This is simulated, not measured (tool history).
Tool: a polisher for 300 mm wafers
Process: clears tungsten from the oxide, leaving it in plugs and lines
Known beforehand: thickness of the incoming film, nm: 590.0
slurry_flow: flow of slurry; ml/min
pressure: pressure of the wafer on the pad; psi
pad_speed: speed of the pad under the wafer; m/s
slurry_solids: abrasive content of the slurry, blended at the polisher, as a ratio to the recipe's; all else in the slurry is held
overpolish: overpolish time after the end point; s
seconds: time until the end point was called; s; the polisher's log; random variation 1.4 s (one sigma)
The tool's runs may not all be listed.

Run 1, hour 0.0: slurry_flow 300 ml/min, pressure 3.7 psi, pad_speed 1.38 m/s, slurry_solids 1.00, overpolish 6 s. Result: seconds 86.295 s.
Run 2, hour 6.5: slurry_flow 300 ml/min, pressure 4.4 psi, pad_speed 1.38 m/s, slurry_solids 1.00, overpolish 6 s. Result: seconds 72.538 s.
Run 3, hour 13.3: slurry_flow 300 ml/min, pressure 4.4 psi, pad_speed 1.50 m/s, slurry_solids 1.00, overpolish 6 s. Result: seconds 68.640 s.
Run 4, hour 19.1: slurry_flow 300 ml/min, pressure 3.9 psi, pad_speed 1.44 m/s, slurry_solids 1.00, overpolish 6 s. Result: seconds 79.251 s.
Run 5, hour 25.0: slurry_flow 300 ml/min, pressure 3.5 psi, pad_speed 1.40 m/s, slurry_solids 1.00, overpolish 6 s. Result: seconds 90.028 s.
Run 6, hour 27.9: slurry_flow 300 ml/min, pressure 3.5 psi, pad_speed 1.40 m/s, slurry_solids 1.15, overpolish 6 s. Result: seconds 87.617 s.
Run 7, hour 31.1: slurry_flow 300 ml/min, pressure 3.2 psi, pad_speed 1.36 m/s, slurry_solids 1.15, overpolish 6 s. Result: seconds 95.605 s.
At hour 36.6: worn pad replaced by a new one.
Run 8, hour 36.6: slurry_flow 300 ml/min, pressure 2.9 psi, pad_speed 1.32 m/s, slurry_solids 1.15, overpolish 6 s. Result: seconds 103.120 s.
Run 9, hour 41.8: slurry_flow 300 ml/min, pressure 2.7 psi, pad_speed 1.28 m/s, slurry_solids 1.15, overpolish 6 s. Result: seconds 113.990 s.
Run 10, hour 50.5: slurry_flow 300 ml/min, pressure 2.5 psi, pad_speed 1.26 m/s, slurry_solids 1.15, overpolish 6 s. Result: seconds 125.720 s.

Estimate the outcome of run 11 from the log above:
Run 11, hour 54.6: slurry_flow 300 ml/min, pressure 2.4 psi, pad_speed 1.26 m/s, slurry_solids 1.15, overpolish 6 s. Result: seconds ?.

{"run 11": {"seconds": 128.08}}
